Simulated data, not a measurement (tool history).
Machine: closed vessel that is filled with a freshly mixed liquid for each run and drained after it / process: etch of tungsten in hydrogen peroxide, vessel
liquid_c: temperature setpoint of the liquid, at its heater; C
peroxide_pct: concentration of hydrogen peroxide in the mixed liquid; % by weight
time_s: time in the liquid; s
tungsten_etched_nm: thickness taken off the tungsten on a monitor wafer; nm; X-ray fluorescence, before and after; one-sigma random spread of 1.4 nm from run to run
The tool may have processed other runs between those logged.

run 1 day=0.000 | liquid_c=49.0 peroxide_pct=22 time_s=90 | tungsten_etched_nm=74.366
run 2 day=0.075 | liquid_c=49.0 peroxide_pct=22 time_s=90 | tungsten_etched_nm=73.276
run 3 day=0.262 | liquid_c=50.5 peroxide_pct=22 time_s=90 | tungsten_etched_nm=80.312
run 4 day=0.592 | liquid_c=52.0 peroxide_pct=22 time_s=90 | tungsten_etched_nm=88.388
run 5 day=0.788 | liquid_c=58.0 peroxide_pct=22 time_s=90 | tungsten_etched_nm=127.250
run 6 day=1.096 | liquid_c=58.5 peroxide_pct=22 time_s=90 | tungsten_etched_nm=127.960
run 7 day=1.267 | liquid_c=59.0 peroxide_pct=22 time_s=90 | tungsten_etched_nm=132.960

Estimate the outcome of run 8 from the log above:
run 8 day=1.604 | liquid_c=59.5 peroxide_pct=22 time_s=90 | tungsten_etched_nm=?

{"run 8": {"tungsten_etched_nm": 137.41}}

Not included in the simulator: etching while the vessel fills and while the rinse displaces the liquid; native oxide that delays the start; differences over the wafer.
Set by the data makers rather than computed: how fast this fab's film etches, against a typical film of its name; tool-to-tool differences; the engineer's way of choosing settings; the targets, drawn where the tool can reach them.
